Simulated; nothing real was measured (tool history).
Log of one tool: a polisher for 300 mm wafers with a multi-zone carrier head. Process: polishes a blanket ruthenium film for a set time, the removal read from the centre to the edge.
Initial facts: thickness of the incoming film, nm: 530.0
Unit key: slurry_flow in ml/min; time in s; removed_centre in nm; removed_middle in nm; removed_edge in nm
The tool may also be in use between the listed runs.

{"run": 1, "day": 0.0, "slurry_flow": 310, "centre_zone": 1, "middle_zone": 1, "edge_zone": 1, "time": 39, "removed_centre": 29.934, "removed_middle": 30.902, "removed_edge": 29.085}
{"run": 2, "day": 0.104, "slurry_flow": 310, "centre_zone": 1, "middle_zone": 1, "edge_zone": 1, "time": 46, "removed_centre": 35.319, "removed_middle": 36.51, "removed_edge": 34.148}
{"run": 3, "day": 0.312, "slurry_flow": 310, "centre_zone": 1, "middle_zone": 1, "edge_zone": 0.96, "time": 46, "removed_centre": 35.18, "removed_middle": 36.841, "removed_edge": 33.666}
{"run": 4, "day": 0.371, "slurry_flow": 310, "centre_zone": 1, "middle_zone": 1.03, "edge_zone": 0.96, "time": 46, "removed_centre": 35.254, "removed_middle": 38.248, "removed_edge": 33.357}
{"run": 5, "day": 0.517, "slurry_flow": 385, "centre_zone": 1, "middle_zone": 1.03, "edge_zone": 0.96, "time": 46, "removed_centre": 35.42, "removed_middle": 38.351, "removed_edge": 34.161}
{"run": 6, "day": 0.692, "slurry_flow": 385, "centre_zone": 1, "middle_zone": 0.95, "edge_zone": 0.96, "time": 46, "removed_centre": 35.701, "removed_middle": 35.595, "removed_edge": 34.404}
{"run": 7, "day": 0.846, "slurry_flow": 340, "centre_zone": 0.94, "middle_zone": 1, "edge_zone": 0.86, "time": 35, "removed_centre": 25.761, "removed_middle": 28.383, "removed_edge": 24.682}
{"run": 8, "day": 0.967, "slurry_flow": 335, "centre_zone": 0.94, "middle_zone": 1, "edge_zone": 0.85, "time": 33, "removed_centre": 24.603, "removed_middle": 25.982, "removed_edge": 23.127}
{"run": 9, "day": 1.304, "slurry_flow": 330, "centre_zone": 0.93, "middle_zone": 1.01, "edge_zone": 0.84, "time": 31, "removed_centre": 22.563, "removed_middle": 24.917, "removed_edge": 21.475}

What does the tool deliver on the next run?
{"run": 10, "day": 1.329, "slurry_flow": 285, "centre_zone": 0.93, "middle_zone": 0.97, "edge_zone": 0.81, "time": 22, "removed_centre": "?", "removed_middle": "?", "removed_edge": "?"}

{"run 10": {"removed_centre": 16.192, "removed_middle": 16.72, "removed_edge": 14.771}}

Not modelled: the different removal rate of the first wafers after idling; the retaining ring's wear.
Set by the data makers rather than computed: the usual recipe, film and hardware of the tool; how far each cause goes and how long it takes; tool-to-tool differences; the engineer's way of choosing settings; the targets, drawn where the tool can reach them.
